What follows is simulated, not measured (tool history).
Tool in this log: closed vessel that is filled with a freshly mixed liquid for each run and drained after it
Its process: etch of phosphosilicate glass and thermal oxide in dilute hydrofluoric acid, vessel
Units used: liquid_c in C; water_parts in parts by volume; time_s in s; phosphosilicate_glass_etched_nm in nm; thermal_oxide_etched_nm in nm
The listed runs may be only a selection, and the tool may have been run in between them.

run,hour,liquid_c,water_parts,time_s,phosphosilicate_glass_etched_nm,thermal_oxide_etched_nm
1,0,26,205,60,39.486,1.514
2,4.5,23.5,225,60,32.016,1.2505
3,10.7,23.5,225,80,42.502,1.6245
4,17.6,25.5,225,80,45.62,1.7032
5,19.1,28.5,225,80,51.205,1.9796
6,23.5,25.5,250,80,40.131,1.482

What does the tool deliver on the next run?
7,26,23.5,270,80,?,?

phosphosilicate_glass_etched_nm: 33.883 nm
thermal_oxide_etched_nm: 1.2917 nm
